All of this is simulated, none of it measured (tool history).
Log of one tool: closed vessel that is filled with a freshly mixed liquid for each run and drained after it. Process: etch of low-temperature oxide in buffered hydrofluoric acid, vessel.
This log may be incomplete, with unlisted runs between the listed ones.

run	hour	temperature setpoint of the liquid (C)	parts of 40 % ammonium fluoride to one part of 49 % hydrofluoric acid (parts by volume)	time in the liquid (s)	thickness taken off the low-temperature oxide on a monitor wafer (nm)
1	0	23	16	95	252.65
2	5.7	25	16	95	283.54
3	7.1	25	12	95	376.26
4	12.9	25	15	95	304.44
5	20.7	23.5	15	95	278.75
6	22.6	25.5	15	95	312.86
7	28.3	24	15	95	285.87
8	33.8	20	15.5	95	223.99
9	38.9	19.5	15.5	95	217.68

Estimate the outcome of run 10 from the log above:
10	42.2	19	15.5	95	?

{"run 10": {"thickness taken off the low-temperature oxide on a monitor wafer (nm)": 209.19}}

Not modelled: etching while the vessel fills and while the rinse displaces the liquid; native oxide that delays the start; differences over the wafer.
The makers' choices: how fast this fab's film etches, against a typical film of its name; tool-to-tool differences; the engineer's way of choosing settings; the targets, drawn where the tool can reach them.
